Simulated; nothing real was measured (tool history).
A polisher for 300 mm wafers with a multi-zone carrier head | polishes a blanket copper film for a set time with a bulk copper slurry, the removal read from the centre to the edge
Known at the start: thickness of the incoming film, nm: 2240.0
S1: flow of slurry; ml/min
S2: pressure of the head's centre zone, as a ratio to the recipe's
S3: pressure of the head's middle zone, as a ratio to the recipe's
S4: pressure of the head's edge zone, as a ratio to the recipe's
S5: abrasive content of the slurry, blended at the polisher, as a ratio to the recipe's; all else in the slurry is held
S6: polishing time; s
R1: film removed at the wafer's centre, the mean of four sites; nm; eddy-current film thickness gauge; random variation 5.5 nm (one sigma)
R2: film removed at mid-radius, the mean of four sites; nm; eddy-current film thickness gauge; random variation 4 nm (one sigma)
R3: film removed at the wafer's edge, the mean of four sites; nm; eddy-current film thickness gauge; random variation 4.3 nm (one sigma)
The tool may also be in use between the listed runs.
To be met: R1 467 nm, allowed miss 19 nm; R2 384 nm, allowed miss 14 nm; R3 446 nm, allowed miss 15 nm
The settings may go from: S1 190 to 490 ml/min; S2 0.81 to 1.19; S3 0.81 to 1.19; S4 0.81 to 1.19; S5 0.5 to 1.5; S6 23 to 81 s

Run 1, hour 0: S1 315 ml/min, S2 1, S3 1, S4 1, S5 1, S6 52 s. Result: R1 381.9 nm, R2 397.59 nm, R3 396.99 nm.
Run 2, hour 2.3: S1 315 ml/min, S2 1, S3 1, S4 1, S5 1, S6 58 s. Result: R1 428.69 nm, R2 445.23 nm, R3 445.55 nm.
Run 3, hour 8.9: S1 315 ml/min, S2 1, S3 1, S4 1, S5 1.15, S6 58 s. Result: R1 449.76 nm, R2 463.52 nm, R3 457.21 nm.
Run 4, hour 12.2: S1 315 ml/min, S2 1, S3 1, S4 1, S5 1.35, S6 58 s. Result: R1 458.58 nm, R2 472.1 nm, R3 467.91 nm.
Run 5, hour 17.5: S1 310 ml/min, S2 1.01, S3 0.96, S4 0.99, S5 1.3, S6 58 s. Result: R1 460.93 nm, R2 459.52 nm, R3 459.9 nm.
Run 6, hour 25.9: S1 310 ml/min, S2 1.01, S3 0.96, S4 0.94, S5 1.3, S6 58 s. Result: R1 473.53 nm, R2 455.74 nm, R3 447.08 nm.
Run 7, hour 30.8: S1 305 ml/min, S2 1.03, S3 0.93, S4 0.96, S5 1.25, S6 58 s. Result: R1 462.92 nm, R2 446.32 nm, R3 448.65 nm.
Run 8, hour 32.4: S1 325 ml/min, S2 1.06, S3 0.9, S4 0.98, S5 1.2, S6 57 s. Result: R1 480.49 nm, R2 412.14 nm, R3 442.75 nm.

5 next moves are on the table. One of them brings every result within its allowed miss. Which?
Run A, hour 34: S1 275 ml/min, S2 1, S3 0.81, S4 1.15, S5 1.25, S6 52 s. Result: R1 ?, R2 ?, R3 ?.
Run B, hour 34: S1 360 ml/min, S2 1.06, S3 0.97, S4 0.82, S5 1.45, S6 56 s. Result: R1 ?, R2 ?, R3 ?.
Run C, hour 34: S1 290 ml/min, S2 1.03, S3 0.93, S4 0.95, S5 0.9, S6 62 s. Result: R1 ?, R2 ?, R3 ?.
Run D, hour 34: S1 320 ml/min, S2 1.06, S3 0.85, S4 1.06, S5 1.2, S6 51 s. Result: R1 ?, R2 ?, R3 ?.
Run E, hour 34: S1 320 ml/min, S2 1.07, S3 0.81, S4 0.98, S5 1.25, S6 56 s. Result: R1 ?, R2 ?, R3 ?.

move      R1      R2      R3
   A  406.22  352.82  441.03
   B  489.83  464.42  422.88
   C  466.38  440.14   445.6
   D  423.57  360.31  414.31
   E  473.69  383.85  442.11
A: takes the result that was furthest off past its target
B: further off than the last run
C: further off than the last run
D: takes the result that was furthest off past its target
E: meets every target
Answer: E
